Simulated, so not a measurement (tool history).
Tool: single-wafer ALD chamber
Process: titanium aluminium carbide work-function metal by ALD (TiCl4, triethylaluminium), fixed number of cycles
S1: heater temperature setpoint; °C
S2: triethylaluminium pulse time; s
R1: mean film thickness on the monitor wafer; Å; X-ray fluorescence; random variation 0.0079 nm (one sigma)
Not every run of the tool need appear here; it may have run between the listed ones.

run 1 hour=0.0 | S1=310 S2=9.24 | R1=20.0930
run 2 hour=2.6 | S1=305 S2=9.24 | R1=19.6170
run 3 hour=3.4 | S1=305 S2=11.49 | R1=20.0070
run 4 hour=11.9 | S1=305 S2=9.83 | R1=19.8250
run 5 hour=16.2 | S1=295 S2=9.83 | R1=18.9200
run 6 hour=20.3 | S1=289 S2=9.83 | R1=18.4560
run 7 hour=27.2 | S1=286 S2=6.87 | R1=16.3080
run 8 hour=30.7 | S1=286 S2=6.41 | R1=15.9520
run 9 hour=39.4 | S1=286 S2=3.45 | R1=7.8187
run 10 hour=44.6 | S1=286 S2=3.86 | R1=9.7255
run 11 hour=47.4 | S1=286 S2=4.19 | R1=10.9020
run 12 hour=54.5 | S1=286 S2=4.45 | R1=11.9560

Run 13 is up next; what results do you expect?
run 13 hour=61.7 | S1=286 S2=4.63 | R1=?

Run 13 measured R1 12.4230 Å.

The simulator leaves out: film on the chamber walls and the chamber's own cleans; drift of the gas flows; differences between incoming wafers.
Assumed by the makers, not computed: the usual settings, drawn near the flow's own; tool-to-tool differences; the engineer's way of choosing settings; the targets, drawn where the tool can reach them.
